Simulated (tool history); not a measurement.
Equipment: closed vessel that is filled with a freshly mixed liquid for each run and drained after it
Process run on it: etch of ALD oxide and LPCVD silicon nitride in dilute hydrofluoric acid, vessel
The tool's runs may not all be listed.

run,hour,temperature setpoint of the liquid (C),parts of water to one part of 49 % hydrofluoric acid (parts by volume),time in the liquid (s),thickness taken off the ALD oxide on a monitor wafer (Å),thickness taken off the LPCVD silicon nitride on a monitor wafer (Å)
1,0,21,45,60,145.17,5.7476
2,3.3,20,50,60,124.94,4.322
3,4.8,20,50,40,83.218,2.8941
4,12.2,20,60,40,67.983,2.3604
5,17.7,20,60,30,51.427,1.8071
6,20,20,60,45,76.668,2.6183
7,22.5,19.5,65,45,68.592,2.5907

Predict the results of run 8:
8,24.2,19,65,45,?,?

For run 8 the tool returned thickness taken off the ALD oxide on a monitor wafer (Å) 67.337, thickness taken off the LPCVD silicon nitride on a monitor wafer (Å) 2.3878.

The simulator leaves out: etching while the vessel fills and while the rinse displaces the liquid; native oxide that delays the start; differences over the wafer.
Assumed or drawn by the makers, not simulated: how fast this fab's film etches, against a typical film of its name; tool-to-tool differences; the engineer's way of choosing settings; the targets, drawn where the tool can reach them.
